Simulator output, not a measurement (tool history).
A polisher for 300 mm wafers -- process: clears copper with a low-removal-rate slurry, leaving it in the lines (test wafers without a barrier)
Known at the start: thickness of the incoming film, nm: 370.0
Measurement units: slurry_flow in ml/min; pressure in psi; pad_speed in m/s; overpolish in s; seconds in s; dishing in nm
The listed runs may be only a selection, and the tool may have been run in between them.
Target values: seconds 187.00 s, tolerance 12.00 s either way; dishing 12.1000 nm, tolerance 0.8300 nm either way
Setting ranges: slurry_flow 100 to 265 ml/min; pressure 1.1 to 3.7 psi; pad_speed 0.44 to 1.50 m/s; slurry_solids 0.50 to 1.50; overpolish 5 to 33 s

| run | hour | slurry_flow | pressure | pad_speed | slurry_solids | overpolish | seconds | dishing |
|---|---|---|---|---|---|---|---|---|
| 1 | 0.0 | 170 | 2.4 | 0.96 | 1.00 | 17 | 149.38 | 23.7940 |
| 2 | 1.1 | 170 | 2.3 | 0.96 | 1.00 | 16 | 153.48 | 22.9870 |
| 3 | 3.3 | 170 | 2.3 | 0.96 | 1.00 | 15 | 149.61 | 22.1480 |
| 4 | 5.3 | 170 | 2.2 | 0.96 | 1.00 | 14 | 153.33 | 19.2240 |
| 5 | 6.4 | 170 | 2.2 | 1.16 | 1.00 | 14 | 136.13 | 22.8830 |
| 6 | 13.8 | 170 | 2.2 | 1.06 | 1.00 | 14 | 144.23 | 20.8330 |
| 7 | 21.4 | 170 | 2.1 | 1.06 | 1.00 | 14 | 155.51 | 20.8680 |
| 8 | 25.3 | 170 | 2.1 | 1.04 | 1.00 | 13 | 150.06 | 18.5580 |
| 9 | 31.4 | 170 | 2.0 | 1.04 | 1.00 | 13 | 164.41 | 17.3220 |
| 10 | 37.0 | 170 | 1.7 | 1.02 | 1.00 | 7 | 196.06 | 8.6487 |
|  | 38.2 | head pressure recalibrated |
| 11 | 38.2 | 170 | 1.7 | 1.02 | 1.00 | 7 | 213.34 | 7.7462 |
| 12 | 39.0 | 170 | 1.7 | 1.02 | 1.00 | 7 | 201.33 | 7.8672 |
| 13 | 45.7 | 165 | 1.7 | 1.02 | 1.00 | 7 | 220.33 | 7.7597 |
| 14 | 50.4 | 165 | 1.8 | 1.04 | 1.00 | 9 | 195.60 | 10.1730 |

Which of these 4 next moves meets every target?
| A | 55.1 | 165 | 1.7 | 0.98 | 1.00 | 7 | ? | ? |
| B | 55.1 | 150 | 1.8 | 1.16 | 0.95 | 10 | ? | ? |
| C | 55.1 | 155 | 1.8 | 1.04 | 1.10 | 8 | ? | ? |
| D | 55.1 | 180 | 2.0 | 0.92 | 1.00 | 7 | ? | ? |

| move | seconds | dishing |
|---|---|---|
| A | 212.74 | 7.3861 |
| B | 179.03 | 12.1450 |
| C | 190.69 | 9.3036 |
| D | 189.42 | 8.2671 |
A: further off than the last run
B: all results in spec
C: further off than the last run
D: further off than the last run
So the answer is move B, the one that meets all the targets.
